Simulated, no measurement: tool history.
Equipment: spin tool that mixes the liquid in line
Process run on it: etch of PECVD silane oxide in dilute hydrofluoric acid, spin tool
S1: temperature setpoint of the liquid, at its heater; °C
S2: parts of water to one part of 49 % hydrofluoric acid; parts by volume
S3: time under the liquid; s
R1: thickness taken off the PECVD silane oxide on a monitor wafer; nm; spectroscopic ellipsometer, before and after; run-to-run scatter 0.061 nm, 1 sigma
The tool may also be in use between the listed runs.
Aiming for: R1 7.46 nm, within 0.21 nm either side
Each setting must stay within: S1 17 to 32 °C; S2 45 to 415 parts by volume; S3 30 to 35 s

Run 1, hour 0: S1 24 °C, S2 230 parts by volume, S3 35 s. Result: R1 3.6462 nm.
Run 2, hour 4.8: S1 25.5 °C, S2 210 parts by volume, S3 35 s. Result: R1 4.2122 nm.
Run 3, hour 7.9: S1 27 °C, S2 195 parts by volume, S3 35 s. Result: R1 4.9051 nm.
Run 4, hour 16.1: S1 30 °C, S2 195 parts by volume, S3 35 s. Result: R1 5.4164 nm.
Run 5, hour 20.5: S1 30 °C, S2 225 parts by volume, S3 35 s. Result: R1 4.5835 nm.
Run 6, hour 21.3: S1 30 °C, S2 195 parts by volume, S3 35 s. Result: R1 5.5101 nm.
Run 7, hour 28.8: S1 30.5 °C, S2 185 parts by volume, S3 35 s. Result: R1 5.9299 nm.
Run 8, hour 30.7: S1 30.5 °C, S2 185 parts by volume, S3 35 s. Result: R1 5.9093 nm.
Run 9, hour 34.4: S1 30.5 °C, S2 185 parts by volume, S3 35 s. Result: R1 6.0031 nm.
Run 10, hour 42: S1 30.5 °C, S2 185 parts by volume, S3 35 s. Result: R1 5.8863 nm.
Run 11, hour 45.9: S1 31 °C, S2 180 parts by volume, S3 35 s. Result: R1 6.2476 nm.
Run 12, hour 46.7: S1 31 °C, S2 175 parts by volume, S3 35 s. Result: R1 6.4378 nm.
Run 13, hour 55.5: S1 31 °C, S2 170 parts by volume, S3 35 s. Result: R1 6.6611 nm.
Run 14, hour 59.3: S1 31 °C, S2 165 parts by volume, S3 35 s. Result: R1 6.9526 nm.

Below are 5 possible settings for the next run. Only one of them brings all results inside the allowed miss of their targets. Which is it?
Run A, hour 63.1: S1 31.5 °C, S2 140 parts by volume, S3 30 s. Result: R1 ?.
Run B, hour 63.1: S1 30.5 °C, S2 150 parts by volume, S3 30 s. Result: R1 ?.
Run C, hour 63.1: S1 31.5 °C, S2 175 parts by volume, S3 35 s. Result: R1 ?.
Run D, hour 63.1: S1 32 °C, S2 175 parts by volume, S3 35 s. Result: R1 ?.
Run E, hour 63.1: S1 31.5 °C, S2 150 parts by volume, S3 30 s. Result: R1 ?.

move      R1
   A  7.2957
   B  6.4795
   C  6.4807
   D  6.5925
   E  6.7121
A: each result inside its tolerance
B: moves away from the targets compared with the last run
C: moves away from the targets compared with the last run
D: moves away from the targets compared with the last run
E: moves away from the targets compared with the last run
A meets every target.
